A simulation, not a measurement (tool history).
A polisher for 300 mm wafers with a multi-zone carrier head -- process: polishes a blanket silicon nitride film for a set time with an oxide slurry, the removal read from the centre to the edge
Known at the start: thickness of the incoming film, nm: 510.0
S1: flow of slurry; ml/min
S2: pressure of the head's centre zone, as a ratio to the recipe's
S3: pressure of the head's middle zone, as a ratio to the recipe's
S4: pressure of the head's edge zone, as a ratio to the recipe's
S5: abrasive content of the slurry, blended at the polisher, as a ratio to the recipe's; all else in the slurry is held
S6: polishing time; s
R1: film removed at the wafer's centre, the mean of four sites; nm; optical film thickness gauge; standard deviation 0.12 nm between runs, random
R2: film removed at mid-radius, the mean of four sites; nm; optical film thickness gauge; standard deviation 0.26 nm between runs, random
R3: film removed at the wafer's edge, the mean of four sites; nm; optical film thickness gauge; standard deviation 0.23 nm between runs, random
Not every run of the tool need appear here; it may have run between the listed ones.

run  hour   S1    S2    S3    S4    S5  S6      R1      R2      R3
  1   0.0  245  1.00  1.00  1.00  1.00  59  27.635  29.033  27.420
  2   4.1  230  0.94  0.99  0.98  0.85  59  23.785  27.795  25.645
  3  10.3  230  0.94  0.99  0.91  0.85  59  23.812  27.860  24.442
  4  19.3  280  0.94  0.99  0.91  0.85  59  24.275  27.793  24.934
  5  22.7  280  0.94  0.99  0.91  0.85  66  27.091  30.718  27.817
  6  31.7  280  0.94  0.99  0.91  0.95  66  28.549  33.194  29.819
  7  32.8  275  0.90  0.95  0.90  0.80  64  24.302  27.879  26.374
  8  41.2  265  0.87  0.94  0.88  0.70  63  21.627  25.662  24.252
  9  47.2  255  0.85  0.93  0.86  0.65  63  20.196  24.568  22.773
 10  56.2  255  0.85  0.93  0.86  0.65  63  20.309  24.911  22.552

Expected results for the next run?
 11  58.3  255  0.85  0.93  0.86  0.65  63   ?   ?   ?

Logged for run 11: R1 20.340 nm, R2 24.803 nm, R3 22.756 nm.
